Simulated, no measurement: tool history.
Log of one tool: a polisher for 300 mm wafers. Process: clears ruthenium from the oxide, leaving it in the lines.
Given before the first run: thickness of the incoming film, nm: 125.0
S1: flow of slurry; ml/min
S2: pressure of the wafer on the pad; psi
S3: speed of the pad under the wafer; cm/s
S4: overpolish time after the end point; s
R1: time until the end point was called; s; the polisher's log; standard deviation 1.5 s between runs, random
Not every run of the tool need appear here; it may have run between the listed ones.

run	hour	S1	S2	S3	S4	R1
1	0	155	2.3	124	33	77.63
2	4.7	155	2.8	124	33	63.67
3	6.1	155	2.8	124	33	63.59
4	7.8	175	2.8	124	33	62.373
5	12.5	170	2.2	116	33	84.369
6	16.2	170	1.7	116	33	107.93
7	18.8	165	1.5	112	33	128.52
8	25.5	150	1.4	112	33	137.73
9	30.3	140	1.3	112	33	149.6
10	36.4	130	1.3	112	33	152.22

Expected results for the next run?
11	39.5	125	1.3	112	33	?

{"run 11": {"R1": 153.55}}
